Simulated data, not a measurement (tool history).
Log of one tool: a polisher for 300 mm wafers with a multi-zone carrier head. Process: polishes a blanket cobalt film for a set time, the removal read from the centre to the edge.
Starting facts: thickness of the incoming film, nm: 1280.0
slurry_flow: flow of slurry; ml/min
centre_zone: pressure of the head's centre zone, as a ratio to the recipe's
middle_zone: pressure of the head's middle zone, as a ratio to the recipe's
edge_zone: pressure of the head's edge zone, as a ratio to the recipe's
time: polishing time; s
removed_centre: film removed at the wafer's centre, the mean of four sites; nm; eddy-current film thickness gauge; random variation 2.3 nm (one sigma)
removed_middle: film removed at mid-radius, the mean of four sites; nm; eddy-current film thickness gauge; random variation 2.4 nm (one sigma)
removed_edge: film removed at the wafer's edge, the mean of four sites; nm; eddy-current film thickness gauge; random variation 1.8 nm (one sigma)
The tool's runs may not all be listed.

run  hour  slurry_flow  centre_zone  middle_zone  edge_zone  time  removed_centre  removed_middle  removed_edge
  1   0.0          320         1.00         1.00       1.00    47          234.54          236.53        232.24
  2   4.5          320         1.05         1.00       1.00    47          242.20          236.57        233.22
  3   9.3          355         1.05         1.00       1.00    47          250.68          233.63        234.49
  4  16.8          355         1.05         1.00       1.00    36          187.88          182.53        177.33
  5  17.3          355         1.08         1.00       1.00    36          192.47          182.55        179.22
     20.8  -- worn pad replaced by a new one
  6  20.8          355         1.08         1.00       1.00    28          159.71          151.38        148.31
  7  25.1          355         1.10         1.06       1.00    32          185.11          182.24        169.26
  8  31.4          360         1.12         1.10       1.01    33          193.99          193.39        176.86

What does the tool deliver on the next run?
  9  36.9          360         1.14         1.13       1.01    34               ?               ?             ?

{"run 9": {"removed_centre": 202.5, "removed_middle": 203.27, "removed_edge": 179.41}}

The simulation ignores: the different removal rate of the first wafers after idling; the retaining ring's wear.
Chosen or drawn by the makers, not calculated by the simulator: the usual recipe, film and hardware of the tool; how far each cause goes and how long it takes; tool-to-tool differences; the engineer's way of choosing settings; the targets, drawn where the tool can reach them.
